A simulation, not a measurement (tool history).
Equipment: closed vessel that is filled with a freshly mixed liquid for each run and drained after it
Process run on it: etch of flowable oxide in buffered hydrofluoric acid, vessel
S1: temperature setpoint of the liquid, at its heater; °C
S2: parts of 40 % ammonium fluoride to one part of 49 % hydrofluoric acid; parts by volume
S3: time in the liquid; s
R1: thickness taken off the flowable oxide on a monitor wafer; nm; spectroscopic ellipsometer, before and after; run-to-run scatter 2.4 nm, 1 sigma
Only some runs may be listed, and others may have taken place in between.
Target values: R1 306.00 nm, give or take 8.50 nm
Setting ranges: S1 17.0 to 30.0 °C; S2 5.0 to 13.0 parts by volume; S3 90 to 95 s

run  hour    S1   S2  S3      R1
  1   0.0  22.0  8.0  90  389.66
  2   9.0  22.0  8.0  95  408.89
  3  12.0  22.0  8.0  90  391.07
  4  16.2  21.5  8.0  90  377.14
  5  24.1  21.0  8.0  90  366.53
  6  30.7  20.5  8.0  90  356.98
  7  38.5  20.0  8.0  90  343.23
  8  44.3  19.0  8.0  90  328.28

4 candidate next runs follow, results not yet known. Just one meets every target within its allowed miss. Identify it.
  A  50.1  18.0  8.5  90   ?
  B  50.1  19.0  8.0  95   ?
  C  50.1  20.0  8.5  90   ?
  D  50.1  19.0  8.5  90   ?

move      R1
   A  286.87
   B  342.19
   C  321.08
   D  303.55
A: moves the result that the last run missed by most past its target, out the other side
B: misses by more than the last run did
C: gains on the last run, yet a result remains outside its allowed miss
D: meets every target
The move that meets every target is D.
